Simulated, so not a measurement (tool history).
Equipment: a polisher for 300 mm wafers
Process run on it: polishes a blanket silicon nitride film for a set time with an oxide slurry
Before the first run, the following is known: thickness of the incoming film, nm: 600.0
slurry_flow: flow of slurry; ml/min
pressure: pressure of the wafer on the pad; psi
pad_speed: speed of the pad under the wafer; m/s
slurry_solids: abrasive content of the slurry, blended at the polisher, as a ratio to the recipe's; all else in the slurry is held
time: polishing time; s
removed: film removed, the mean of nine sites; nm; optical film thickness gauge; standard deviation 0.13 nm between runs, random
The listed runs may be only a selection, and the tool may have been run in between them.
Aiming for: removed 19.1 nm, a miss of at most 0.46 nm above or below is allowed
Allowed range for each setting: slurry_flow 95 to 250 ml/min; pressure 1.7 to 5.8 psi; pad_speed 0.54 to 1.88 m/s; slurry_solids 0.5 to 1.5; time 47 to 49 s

run  hour  slurry_flow  pressure  pad_speed  slurry_solids  time  removed
  1     0          160       3.7        1.2              1    47   31.937
  2   8.7          155       3.5        1.2              1    47   30.298
  3  11.6          150       3.3        1.2              1    47   28.821
  4  14.8          170       3.3        1.2              1    47   29.287
  5  23.7          165       3.1        1.2              1    47   27.512
  6  29.9          165       3.1       1.34              1    47   29.715
  7  32.3          160       2.9       1.32              1    47   27.928
  8    33          160       2.7        1.3              1    47   25.718
  9  34.3          155       2.6        1.3              1    47   24.775
 10    43          150       2.5        1.3              1    47   23.752
 11  44.8          145       2.4        1.3              1    47   23.066
 12  49.9          140       2.3        1.3              1    47   22.097
 13  54.4          135       2.3        1.3              1    47   21.982

Which one of the following 5 next-run settings gets every result inside its allowed miss? There is exactly one.
  A  58.9          155       2.1       1.08           0.85    47        ?
  B  58.9          145       2.6       1.14            1.2    49        ?
  C  58.9          110       1.9       1.32            1.1    48        ?
  D  58.9          125       1.8       1.24           1.15    47        ?
  E  58.9          155       2.5       1.34           1.05    49        ?

move  removed
   A   17.263
   B   25.098
   C   19.123
   D   18.078
   E   26.118
A: pushes the last run's worst result past its target
B: the biggest miss grows against the last run
C: every result within its allowed miss
D: pushes the last run's worst result past its target
E: the biggest miss grows against the last run
Correct choice: C, which meets every target

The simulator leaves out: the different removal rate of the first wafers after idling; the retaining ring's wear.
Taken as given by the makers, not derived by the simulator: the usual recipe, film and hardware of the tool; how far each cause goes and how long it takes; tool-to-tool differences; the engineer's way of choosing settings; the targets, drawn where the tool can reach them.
